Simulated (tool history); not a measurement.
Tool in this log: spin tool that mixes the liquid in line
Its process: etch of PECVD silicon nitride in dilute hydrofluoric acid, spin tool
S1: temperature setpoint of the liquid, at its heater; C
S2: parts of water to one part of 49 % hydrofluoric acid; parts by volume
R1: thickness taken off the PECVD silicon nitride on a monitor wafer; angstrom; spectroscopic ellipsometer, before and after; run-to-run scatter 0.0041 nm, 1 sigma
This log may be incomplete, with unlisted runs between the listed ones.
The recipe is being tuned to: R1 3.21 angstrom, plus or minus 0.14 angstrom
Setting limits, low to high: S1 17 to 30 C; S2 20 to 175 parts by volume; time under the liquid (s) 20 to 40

Run 1, day 0: S1 22 C, S2 95 parts by volume, time under the liquid (s) 40. Result: R1 6.4397 angstrom.
Run 2, day 0.083: S1 23.5 C, S2 95 parts by volume, time under the liquid (s) 40. Result: R1 7.3686 angstrom.
Run 3, day 0.275: S1 22 C, S2 105 parts by volume, time under the liquid (s) 40. Result: R1 5.8465 angstrom.
Run 4, day 0.617: S1 22 C, S2 105 parts by volume, time under the liquid (s) 40. Result: R1 6.0003 angstrom.
Run 5, day 0.717: S1 21 C, S2 115 parts by volume, time under the liquid (s) 40. Result: R1 5.12 angstrom.
Run 6, day 1.012: S1 21 C, S2 115 parts by volume, time under the liquid (s) 20. Result: R1 2.5715 angstrom.
Run 7, day 1.158: S1 21.5 C, S2 115 parts by volume, time under the liquid (s) 20. Result: R1 2.6588 angstrom.
Run 8, day 1.512: S1 22.5 C, S2 115 parts by volume, time under the liquid (s) 20. Result: R1 2.8127 angstrom.

Of the 4 settings listed for the next run, only one would bring every result within its allowed miss of target. Which one?
Run A, day 1.867: S1 22 C, S2 160 parts by volume, time under the liquid (s) 30. Result: R1 ?.
Run B, day 1.867: S1 24 C, S2 120 parts by volume, time under the liquid (s) 20. Result: R1 ?.
Run C, day 1.867: S1 22.5 C, S2 100 parts by volume, time under the liquid (s) 20. Result: R1 ?.
Run D, day 1.867: S1 20.5 C, S2 120 parts by volume, time under the liquid (s) 25. Result: R1 ?.

move      R1
   A  2.9187
   B  2.9442
   C  3.1915
   D  2.9181
A: nearer the targets than the last run, but a result is still out of spec
B: nearer the targets than the last run, but a result is still out of spec
C: all results land within tolerance of their targets
D: nearer the targets than the last run, but a result is still out of spec
C is the move that brings every result within its allowed miss.
